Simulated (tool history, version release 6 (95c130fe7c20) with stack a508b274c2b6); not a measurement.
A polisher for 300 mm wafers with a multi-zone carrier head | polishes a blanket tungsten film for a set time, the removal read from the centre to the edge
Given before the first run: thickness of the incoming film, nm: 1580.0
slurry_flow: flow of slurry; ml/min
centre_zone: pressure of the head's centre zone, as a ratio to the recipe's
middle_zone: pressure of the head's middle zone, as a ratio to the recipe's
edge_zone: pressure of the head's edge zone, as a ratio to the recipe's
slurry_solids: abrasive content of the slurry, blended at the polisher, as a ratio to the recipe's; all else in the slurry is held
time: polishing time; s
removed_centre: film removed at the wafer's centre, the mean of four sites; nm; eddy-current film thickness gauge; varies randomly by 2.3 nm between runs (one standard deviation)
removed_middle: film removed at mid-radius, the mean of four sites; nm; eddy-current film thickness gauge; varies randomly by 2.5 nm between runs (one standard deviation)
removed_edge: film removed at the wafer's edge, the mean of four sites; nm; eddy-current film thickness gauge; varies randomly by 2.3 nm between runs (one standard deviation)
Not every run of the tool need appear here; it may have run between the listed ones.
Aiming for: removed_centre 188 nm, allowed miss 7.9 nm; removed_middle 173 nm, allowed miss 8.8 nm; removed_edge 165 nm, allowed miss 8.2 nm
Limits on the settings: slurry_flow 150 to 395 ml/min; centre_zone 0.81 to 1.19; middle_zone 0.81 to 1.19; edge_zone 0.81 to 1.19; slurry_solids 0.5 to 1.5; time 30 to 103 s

run    day  slurry_flow  centre_zone  middle_zone  edge_zone  slurry_solids  time  removed_centre  removed_middle  removed_edge
  1      0          250            1            1          1              1    66          265.28          277.56        269.87
  2  0.346          250         1.02         0.99       0.98            0.9    62          252.45          250.95        250.87
  3  0.708          255         1.04            1       0.96           0.85    57           232.1          233.35        227.63
  4  0.946          220         1.04            1       0.96           0.85    57          227.37          217.79        221.46
  5  1.308          220         0.96            1       0.96           0.85    57          213.54          225.49        218.58
  6  1.517          215         0.98         1.01       0.93            0.8    55             206          219.92        207.93
  7  1.571          210         1.01         1.01       0.91           0.75    53          202.97          201.78        192.85
  8  1.646          210         1.01         1.01       0.91           0.75    53          207.31          204.25        193.22
  9  1.862          205         1.01            1        0.9            0.7    53          198.79          205.41        192.06
 10  2.092          200         1.03            1       0.89            0.7    52          195.49          199.98        189.97
 11  2.425          265         1.13         0.99       0.82            0.5    44          185.13          165.22        150.14
 12  2.571          265         1.12         0.99       0.84            0.5    44          185.54          166.68        156.01
 13  2.738          265         1.12         0.99       0.85            0.5    44          183.37          167.58         155.3
 14  3.108          265         1.12         0.99       0.85            0.5    44          185.04           164.9         151.5

Next run, 5 choices. One meets every target within its allowed miss, the rest don't. Which?
  A  3.479          275         1.07         0.95       0.85            0.6    46               ?               ?             ?
  B  3.479          305         1.18         1.06       0.82           0.55    40               ?               ?             ?
  C  3.479          195         1.13         0.81       0.92           0.85    45               ?               ?             ?
  D  3.479          215         1.15            1       0.81            0.5    45               ?               ?             ?
  E  3.479          285         1.16         0.81       1.12            0.7    42               ?               ?             ?

move  removed_centre  removed_middle  removed_edge
   A          190.97          174.37        164.58
   B          183.96          166.16        140.56
   C           194.8          149.03        168.13
   D          190.18          168.89        150.82
   E          193.15          143.02        175.32
A: each result inside its tolerance
B: moves away from the targets compared with the last run
C: the furthest-off result lands on target, but another misses its tolerance
D: moves away from the targets compared with the last run
E: takes the biggest miss from the last run beyond its target
A meets every target.
